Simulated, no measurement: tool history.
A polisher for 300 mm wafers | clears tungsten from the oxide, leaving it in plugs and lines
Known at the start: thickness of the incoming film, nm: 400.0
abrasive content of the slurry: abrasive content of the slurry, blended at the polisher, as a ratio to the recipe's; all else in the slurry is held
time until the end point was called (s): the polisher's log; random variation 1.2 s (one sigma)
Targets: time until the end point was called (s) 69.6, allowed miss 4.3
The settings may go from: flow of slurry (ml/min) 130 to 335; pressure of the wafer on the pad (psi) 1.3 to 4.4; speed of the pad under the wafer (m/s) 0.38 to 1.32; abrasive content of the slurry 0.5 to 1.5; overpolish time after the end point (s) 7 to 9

| run | hour | flow of slurry (ml/min) | pressure of the wafer on the pad (psi) | speed of the pad under the wafer (m/s) | abrasive content of the slurry | overpolish time after the end point (s) | time until the end point was called (s) |
|---|---|---|---|---|---|---|---|
| 1 | 0 | 215 | 2.8 | 0.84 | 1 | 9 | 146.41 |
| 2 | 1.6 | 215 | 3.5 | 0.84 | 1 | 9 | 116.99 |
| 3 | 9.1 | 215 | 3.5 | 0.66 | 1 | 9 | 142.81 |
| 4 | 10.3 | 220 | 3.7 | 0.74 | 1 | 9 | 123.38 |
| 5 | 15.9 | 220 | 3.9 | 0.82 | 1 | 9 | 109 |
| 6 | 16.6 | 220 | 4 | 0.9 | 1 | 9 | 96.259 |
| 7 | 18.2 | 220 | 4.1 | 0.94 | 1 | 9 | 89.47 |
| 8 | 22.3 | 220 | 4.2 | 0.98 | 1 | 9 | 87.014 |
| 9 | 28.9 | 220 | 4.3 | 1.02 | 1 | 9 | 82.336 |
| 10 | 32.8 | 220 | 4.3 | 1.06 | 1 | 9 | 78.654 |
| 11 | 34.3 | 220 | 4.3 | 1.08 | 1 | 9 | 77.114 |
| 12 | 35.8 | 220 | 4.3 | 1.1 | 1 | 9 | 76.763 |
| 13 | 43.8 | 220 | 4.3 | 1.12 | 1 | 9 | 76.196 |

5 next moves are on the table. One of them brings every result within its allowed miss. Which?
| A | 51.8 | 245 | 4.4 | 1.18 | 0.9 | 9 | ? |
| B | 51.8 | 195 | 4.4 | 1.02 | 0.85 | 9 | ? |
| C | 51.8 | 250 | 4.3 | 0.94 | 1.15 | 7 | ? |
| D | 51.8 | 230 | 4.4 | 1.04 | 1 | 7 | ? |
| E | 51.8 | 215 | 4.2 | 1.04 | 0.95 | 9 | ? |

| move | time until the end point was called (s) |
|---|---|
| A | 72.055 |
| B | 85.154 |
| C | 83.268 |
| D | 78.459 |
| E | 83.956 |
A: meets every target
B: further off than the last run
C: further off than the last run
D: further off than the last run
E: further off than the last run
Move A is the one to make.

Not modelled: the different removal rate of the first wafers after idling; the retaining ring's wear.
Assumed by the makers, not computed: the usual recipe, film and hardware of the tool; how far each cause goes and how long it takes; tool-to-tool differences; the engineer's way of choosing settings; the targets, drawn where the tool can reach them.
